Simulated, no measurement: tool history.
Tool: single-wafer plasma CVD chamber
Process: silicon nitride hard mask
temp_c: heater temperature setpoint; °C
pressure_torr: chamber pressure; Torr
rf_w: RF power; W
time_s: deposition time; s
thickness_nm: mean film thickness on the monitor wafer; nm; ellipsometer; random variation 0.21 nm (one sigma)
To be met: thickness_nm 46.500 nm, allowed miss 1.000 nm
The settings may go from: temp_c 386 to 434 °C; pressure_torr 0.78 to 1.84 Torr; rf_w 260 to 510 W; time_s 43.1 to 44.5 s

run 1 hour=0.0 | temp_c=410 pressure_torr=1.31 rf_w=385 time_s=43.1 | thickness_nm=54.360
run 2 hour=1.0 | temp_c=410 pressure_torr=1.24 rf_w=380 time_s=43.1 | thickness_nm=52.910
run 3 hour=8.0 | temp_c=410 pressure_torr=1.24 rf_w=425 time_s=43.1 | thickness_nm=56.555
run 4 hour=14.0 | temp_c=410 pressure_torr=1.33 rf_w=425 time_s=43.1 | thickness_nm=57.981
run 5 hour=19.8 | temp_c=410 pressure_torr=1.26 rf_w=415 time_s=43.1 | thickness_nm=55.514
run 6 hour=20.9 | temp_c=410 pressure_torr=1.26 rf_w=415 time_s=44.5 | thickness_nm=57.731
run 7 hour=28.5 | temp_c=410 pressure_torr=1.20 rf_w=405 time_s=44.4 | thickness_nm=55.804
run 8 hour=30.8 | temp_c=410 pressure_torr=1.14 rf_w=395 time_s=44.3 | thickness_nm=53.501
run 9 hour=32.3 | temp_c=410 pressure_torr=1.09 rf_w=390 time_s=44.3 | thickness_nm=52.422
run 10 hour=39.6 | temp_c=410 pressure_torr=1.05 rf_w=385 time_s=44.3 | thickness_nm=50.620
run 11 hour=43.1 | temp_c=410 pressure_torr=1.02 rf_w=385 time_s=44.3 | thickness_nm=50.487
run 12 hour=49.7 | temp_c=410 pressure_torr=1.02 rf_w=385 time_s=44.3 | thickness_nm=50.512
run 13 hour=57.4 | temp_c=410 pressure_torr=0.99 rf_w=385 time_s=44.3 | thickness_nm=49.760
run 14 hour=65.3 | temp_c=410 pressure_torr=0.97 rf_w=385 time_s=44.3 | thickness_nm=49.230

Which of these 4 next moves meets every target?
run A hour=73.2 | temp_c=410 pressure_torr=0.92 rf_w=420 time_s=44.5 | thickness_nm=?
run B hour=73.2 | temp_c=412 pressure_torr=1.11 rf_w=385 time_s=44.5 | thickness_nm=?
run C hour=73.2 | temp_c=413 pressure_torr=0.98 rf_w=360 time_s=43.5 | thickness_nm=?
run D hour=73.2 | temp_c=409 pressure_torr=1.40 rf_w=340 time_s=43.1 | thickness_nm=?

move=A thickness_nm=50.341
move=B thickness_nm=52.261
move=C thickness_nm=46.246
move=D thickness_nm=51.400
A: further off than the last run
B: further off than the last run
C: meets every target
D: further off than the last run
Move C is the one to make.
